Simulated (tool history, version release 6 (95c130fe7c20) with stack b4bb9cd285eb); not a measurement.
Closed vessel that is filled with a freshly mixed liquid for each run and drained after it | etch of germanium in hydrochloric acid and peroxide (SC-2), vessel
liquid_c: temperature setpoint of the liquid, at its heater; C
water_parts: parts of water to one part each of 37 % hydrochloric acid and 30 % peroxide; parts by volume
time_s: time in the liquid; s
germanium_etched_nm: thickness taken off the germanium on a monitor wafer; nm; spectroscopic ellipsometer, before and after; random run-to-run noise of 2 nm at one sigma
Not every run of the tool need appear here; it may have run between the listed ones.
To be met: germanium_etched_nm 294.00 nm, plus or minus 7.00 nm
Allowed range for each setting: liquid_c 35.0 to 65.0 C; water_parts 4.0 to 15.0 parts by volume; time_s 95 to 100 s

run 1 hour=0.0 | liquid_c=49.0 water_parts=8.5 time_s=95 | germanium_etched_nm=212.58
run 2 hour=6.6 | liquid_c=49.0 water_parts=8.5 time_s=100 | germanium_etched_nm=226.00
run 3 hour=9.5 | liquid_c=51.5 water_parts=8.5 time_s=100 | germanium_etched_nm=241.43
run 4 hour=17.7 | liquid_c=51.5 water_parts=8.5 time_s=95 | germanium_etched_nm=230.60
run 5 hour=20.1 | liquid_c=53.5 water_parts=8.5 time_s=95 | germanium_etched_nm=244.51
-- hour=23.4 thermometer replaced
run 6 hour=23.4 | liquid_c=53.5 water_parts=8.5 time_s=95 | germanium_etched_nm=233.84
run 7 hour=28.6 | liquid_c=56.5 water_parts=8.5 time_s=95 | germanium_etched_nm=257.54
run 8 hour=32.3 | liquid_c=56.5 water_parts=8.5 time_s=95 | germanium_etched_nm=250.27
run 9 hour=33.5 | liquid_c=62.5 water_parts=8.5 time_s=95 | germanium_etched_nm=302.85
run 10 hour=34.3 | liquid_c=62.5 water_parts=8.5 time_s=95 | germanium_etched_nm=301.45

Below are 4 possible settings for the next run. Only one of them brings all results inside the allowed miss of their targets. Which is it?
run A hour=35.1 | liquid_c=63.5 water_parts=9.5 time_s=95 | germanium_etched_nm=?
run B hour=35.1 | liquid_c=60.5 water_parts=4.5 time_s=100 | germanium_etched_nm=?
run C hour=35.1 | liquid_c=61.5 water_parts=8.0 time_s=95 | germanium_etched_nm=?
run D hour=35.1 | liquid_c=64.0 water_parts=8.5 time_s=95 | germanium_etched_nm=?

move=A germanium_etched_nm=309.17
move=B germanium_etched_nm=311.88
move=C germanium_etched_nm=296.44
move=D germanium_etched_nm=317.14
A: the biggest miss grows against the last run
B: the biggest miss grows against the last run
C: all results land within tolerance of their targets
D: the biggest miss grows against the last run
C is the move that brings every result within its allowed miss.

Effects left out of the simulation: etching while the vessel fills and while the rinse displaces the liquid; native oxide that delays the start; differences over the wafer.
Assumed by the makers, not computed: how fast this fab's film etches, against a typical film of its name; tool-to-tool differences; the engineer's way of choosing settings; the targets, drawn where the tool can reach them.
